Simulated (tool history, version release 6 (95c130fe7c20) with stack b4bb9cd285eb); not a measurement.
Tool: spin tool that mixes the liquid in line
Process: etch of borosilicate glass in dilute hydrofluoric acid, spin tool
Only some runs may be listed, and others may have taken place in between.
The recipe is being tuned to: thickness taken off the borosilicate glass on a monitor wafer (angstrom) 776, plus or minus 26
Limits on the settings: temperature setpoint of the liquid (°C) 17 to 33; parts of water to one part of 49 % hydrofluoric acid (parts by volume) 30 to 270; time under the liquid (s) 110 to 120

run	hour	temperature setpoint of the liquid (°C)	parts of water to one part of 49 % hydrofluoric acid (parts by volume)	time under the liquid (s)	thickness taken off the borosilicate glass on a monitor wafer (angstrom)
1	0	25	150	110	228.43
2	3.7	26	135	110	274.57
3	9.9	27	125	110	306.73
4	17.1	27	125	120	336.91
5	25	27	125	120	342.09
6	26.2	27	125	110	315.29
7	31.8	27.5	115	110	346.88
8	39.1	28	105	110	397.28
9	44.2	28.5	100	110	422.7
10	48.1	29	95	110	454.66
11	55.3	29.5	90	110	497.96
12	57.8	33	50	110	1070.3
13	66.8	32.5	50	110	1058.3
14	74.7	32	50	110	1022.2
15	80	31.5	50	110	1043.4
16	86.2	30.5	50	110	971.81
17	90	30	50	110	979.42
18	96.6	26	60	110	688.78
19	101.6	28	60	110	723.33

4 next moves are on the table. One of them brings every result within its allowed miss. Which?
A	106.6	26.5	65	120	?
B	106.6	33	70	115	?
C	106.6	25	50	120	?
D	106.6	26.5	50	110	?

move	thickness taken off the borosilicate glass on a monitor wafer (angstrom)
A	694.54
B	788.87
C	867.54
D	845.16
A: moves away from the targets compared with the last run
B: hits every target within its allowed miss
C: takes the result that was furthest off past its target
D: takes the result that was furthest off past its target
Go with B: it meets all targets.
